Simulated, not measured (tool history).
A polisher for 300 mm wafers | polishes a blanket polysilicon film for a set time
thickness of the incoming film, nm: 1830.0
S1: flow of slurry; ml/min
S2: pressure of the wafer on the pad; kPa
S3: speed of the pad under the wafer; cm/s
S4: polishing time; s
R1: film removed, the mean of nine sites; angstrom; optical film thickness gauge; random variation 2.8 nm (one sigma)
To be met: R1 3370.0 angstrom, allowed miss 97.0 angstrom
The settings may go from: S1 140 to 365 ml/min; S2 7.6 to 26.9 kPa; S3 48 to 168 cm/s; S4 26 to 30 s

| run | day | S1 | S2 | S3 | S4 | R1 |
|---|---|---|---|---|---|---|
| 1 | 0.000 | 235 | 17.2 | 108 | 30 | 2621.2 |
| 2 | 0.188 | 235 | 17.2 | 90 | 30 | 2189.6 |
| 3 | 0.350 | 235 | 17.2 | 90 | 26 | 1887.0 |
| 4 | 0.679 | 240 | 20.0 | 90 | 26 | 2224.7 |
|  | 0.792 | slurry nozzle cleaned |
| 5 | 0.792 | 240 | 22.1 | 92 | 26 | 2591.9 |
| 6 | 0.825 | 240 | 23.4 | 92 | 26 | 2817.9 |
| 7 | 1.054 | 240 | 24.1 | 92 | 26 | 2885.3 |
| 8 | 1.300 | 240 | 24.8 | 92 | 26 | 2958.1 |
| 9 | 1.438 | 255 | 26.9 | 94 | 26 | 3304.6 |

5 next moves are on the table. One of them brings every result within its allowed miss. Which?
| A | 1.575 | 260 | 26.9 | 86 | 27 | ? |
| B | 1.575 | 270 | 26.2 | 94 | 26 | ? |
| C | 1.575 | 305 | 22.8 | 92 | 30 | ? |
| D | 1.575 | 260 | 26.9 | 92 | 26 | ? |
| E | 1.575 | 295 | 26.9 | 82 | 30 | ? |

| move | R1 |
|---|---|
| A | 3108.7 |
| B | 3191.8 |
| C | 3178.1 |
| D | 3194.6 |
| E | 3340.1 |
A: further off than the last run
B: further off than the last run
C: further off than the last run
D: further off than the last run
E: meets every target
Answer: E
